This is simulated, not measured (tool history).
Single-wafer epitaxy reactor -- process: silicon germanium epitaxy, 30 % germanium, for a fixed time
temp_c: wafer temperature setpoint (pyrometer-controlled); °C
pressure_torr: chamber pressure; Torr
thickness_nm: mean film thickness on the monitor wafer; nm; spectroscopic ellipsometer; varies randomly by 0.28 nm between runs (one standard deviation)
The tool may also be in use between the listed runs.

run	hour	temp_c	pressure_torr	thickness_nm
1	0.0	600	19.9	57.649
2	6.1	599	19.9	55.381
3	10.9	599	16.8	50.559
4	19.0	588	16.8	40.115
5	25.2	588	13.7	35.005
6	27.9	578	13.7	28.291
7	30.9	581	13.8	30.519
8	34.0	593	14.5	40.394
9	35.4	594	14.5	41.598

What does the tool deliver on the next run?
10	38.0	595	14.5	?

Run 10 measured thickness_nm 42.108 nm.
